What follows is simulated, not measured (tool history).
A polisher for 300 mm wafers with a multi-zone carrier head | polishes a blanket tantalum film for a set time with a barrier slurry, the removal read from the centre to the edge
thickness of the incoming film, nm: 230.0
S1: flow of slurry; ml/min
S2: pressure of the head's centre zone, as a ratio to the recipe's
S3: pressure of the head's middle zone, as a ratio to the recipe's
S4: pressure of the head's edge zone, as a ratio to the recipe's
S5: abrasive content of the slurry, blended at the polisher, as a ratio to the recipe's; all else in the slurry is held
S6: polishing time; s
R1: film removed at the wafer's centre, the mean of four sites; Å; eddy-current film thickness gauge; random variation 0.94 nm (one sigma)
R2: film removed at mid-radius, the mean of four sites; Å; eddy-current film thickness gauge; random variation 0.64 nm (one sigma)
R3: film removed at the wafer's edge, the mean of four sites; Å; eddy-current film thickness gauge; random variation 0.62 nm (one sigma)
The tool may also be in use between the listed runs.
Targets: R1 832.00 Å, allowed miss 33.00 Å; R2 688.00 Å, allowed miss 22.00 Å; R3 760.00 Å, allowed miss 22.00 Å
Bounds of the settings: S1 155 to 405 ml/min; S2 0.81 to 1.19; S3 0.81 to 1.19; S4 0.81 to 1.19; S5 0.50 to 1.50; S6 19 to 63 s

| run | day | S1 | S2 | S3 | S4 | S5 | S6 | R1 | R2 | R3 |
|---|---|---|---|---|---|---|---|---|---|---|
| 1 | 0.000 | 260 | 1.00 | 1.00 | 1.00 | 1.00 | 41 | 564.30 | 560.65 | 552.54 |
| 2 | 0.229 | 260 | 1.03 | 1.00 | 1.00 | 1.00 | 41 | 583.20 | 564.22 | 561.70 |
| 3 | 0.279 | 260 | 1.03 | 1.00 | 1.00 | 1.00 | 38 | 543.60 | 525.13 | 513.35 |
| 4 | 0.412 | 265 | 1.07 | 0.99 | 1.05 | 1.15 | 40 | 607.75 | 562.47 | 574.03 |
| 5 | 0.742 | 270 | 1.10 | 0.98 | 1.08 | 1.25 | 42 | 643.33 | 611.47 | 614.03 |
| 6 | 1.058 | 275 | 1.13 | 0.93 | 1.08 | 1.30 | 44 | 716.94 | 625.70 | 654.14 |
| 7 | 1.421 | 310 | 1.17 | 0.92 | 1.18 | 1.50 | 45 | 755.27 | 630.63 | 726.12 |
| 8 | 1.588 | 310 | 1.18 | 0.92 | 1.17 | 1.50 | 46 | 786.94 | 666.20 | 741.88 |
| 9 | 1.629 | 310 | 1.18 | 0.91 | 1.16 | 1.50 | 46 | 806.15 | 661.71 | 737.80 |
| 10 | 1.925 | 315 | 1.18 | 0.91 | 1.16 | 1.50 | 46 | 799.70 | 653.56 | 741.99 |
| 11 | 2.262 | 320 | 1.18 | 0.92 | 1.16 | 1.50 | 46 | 795.45 | 664.95 | 728.60 |

Which of these 5 next moves meets every target?
| A | 2.600 | 255 | 1.00 | 0.93 | 1.09 | 1.10 | 53 | ? | ? | ? |
| B | 2.600 | 335 | 1.12 | 0.98 | 1.11 | 1.40 | 46 | ? | ? | ? |
| C | 2.600 | 345 | 1.17 | 0.95 | 1.03 | 1.45 | 44 | ? | ? | ? |
| D | 2.600 | 310 | 1.19 | 0.86 | 1.14 | 1.50 | 45 | ? | ? | ? |
| E | 2.600 | 340 | 1.17 | 0.90 | 1.11 | 1.50 | 48 | ? | ? | ? |

| move | R1 | R2 | R3 |
|---|---|---|---|
| A | 756.17 | 704.37 | 770.71 |
| B | 769.83 | 682.07 | 722.60 |
| C | 767.14 | 644.95 | 671.72 |
| D | 790.00 | 616.00 | 722.38 |
| E | 840.56 | 682.49 | 764.94 |
A: brings the result that was furthest off to its target, and leaves another outside
B: further off than the last run
C: further off than the last run
D: further off than the last run
E: meets every target
Answer: E
